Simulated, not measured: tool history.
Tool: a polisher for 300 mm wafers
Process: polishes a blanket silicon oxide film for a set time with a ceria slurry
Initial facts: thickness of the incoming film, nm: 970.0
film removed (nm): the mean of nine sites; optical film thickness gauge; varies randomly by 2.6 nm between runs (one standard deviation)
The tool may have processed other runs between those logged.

| run | hour | flow of slurry (ml/min) | pressure of the wafer on the pad (psi) | speed of the pad under the wafer (cm/s) | polishing time (s) | film removed (nm) |
|---|---|---|---|---|---|---|
| 1 | 0 | 170 | 2.8 | 120 | 91 | 453.26 |
| 2 | 1.3 | 170 | 2.1 | 120 | 91 | 352.05 |
| 3 | 2.7 | 170 | 2.1 | 120 | 95 | 365.52 |
| 4 | 3.4 | 170 | 2.1 | 120 | 95 | 360.27 |
| 5 | 6.4 | 165 | 2 | 120 | 95 | 354.89 |
| 6 | 9.7 | 165 | 1.9 | 120 | 95 | 337.88 |
|  | 16.4 | head pressure recalibrated |
| 7 | 16.4 | 160 | 1.9 | 120 | 95 | 309.19 |
| 8 | 22.3 | 165 | 1.9 | 120 | 95 | 307.18 |

Run 9 has not been measured yet. What should we expect?
| 9 | 25.9 | 165 | 1.9 | 120 | 95 | ? |

{"run 9": {"film removed (nm)": 306.97}}

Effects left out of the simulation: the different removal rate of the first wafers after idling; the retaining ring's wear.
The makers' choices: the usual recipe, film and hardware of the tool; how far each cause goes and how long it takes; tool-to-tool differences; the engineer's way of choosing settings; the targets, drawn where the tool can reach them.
